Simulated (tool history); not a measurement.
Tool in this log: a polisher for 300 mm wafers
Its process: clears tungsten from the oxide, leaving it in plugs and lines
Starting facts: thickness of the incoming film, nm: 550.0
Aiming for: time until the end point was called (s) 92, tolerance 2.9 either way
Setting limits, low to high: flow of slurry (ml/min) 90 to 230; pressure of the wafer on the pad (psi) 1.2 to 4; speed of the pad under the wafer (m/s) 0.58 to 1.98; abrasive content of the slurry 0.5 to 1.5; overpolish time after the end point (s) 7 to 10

| run | hour | flow of slurry (ml/min) | pressure of the wafer on the pad (psi) | speed of the pad under the wafer (m/s) | abrasive content of the slurry | overpolish time after the end point (s) | time until the end point was called (s) |
|---|---|---|---|---|---|---|---|
| 1 | 0 | 150 | 2.6 | 1.28 | 1 | 10 | 131.59 |
| 2 | 8.3 | 150 | 2.6 | 1.28 | 0.85 | 10 | 135.85 |
| 3 | 9.5 | 155 | 2.8 | 1.28 | 0.85 | 10 | 124.15 |
| 4 | 16.1 | 155 | 2.8 | 1.28 | 0.85 | 10 | 124.2 |
| 5 | 23.4 | 155 | 2.8 | 1.28 | 1 | 10 | 120.02 |
| 6 | 28.1 | 155 | 2.8 | 1.28 | 1 | 10 | 121.04 |
| 7 | 29.2 | 160 | 3 | 1.28 | 1 | 10 | 114.28 |
| 8 | 37.8 | 160 | 3.2 | 1.28 | 1 | 10 | 105.47 |

Which one of the following 4 next-run settings gets every result inside its allowed miss? There is exactly one.
| A | 46.4 | 165 | 3.4 | 1.36 | 1.1 | 10 | ? |
| B | 46.4 | 150 | 3 | 1.1 | 1.1 | 10 | ? |
| C | 46.4 | 165 | 3.3 | 0.92 | 0.9 | 10 | ? |
| D | 46.4 | 125 | 3.1 | 1.12 | 1.05 | 7 | ? |

| move | time until the end point was called (s) |
|---|---|
| A | 92.268 |
| B | 127.91 |
| C | 141.85 |
| D | 127.09 |
A: in spec on every target
B: moves away from the targets compared with the last run
C: moves away from the targets compared with the last run
D: moves away from the targets compared with the last run
A meets every target.

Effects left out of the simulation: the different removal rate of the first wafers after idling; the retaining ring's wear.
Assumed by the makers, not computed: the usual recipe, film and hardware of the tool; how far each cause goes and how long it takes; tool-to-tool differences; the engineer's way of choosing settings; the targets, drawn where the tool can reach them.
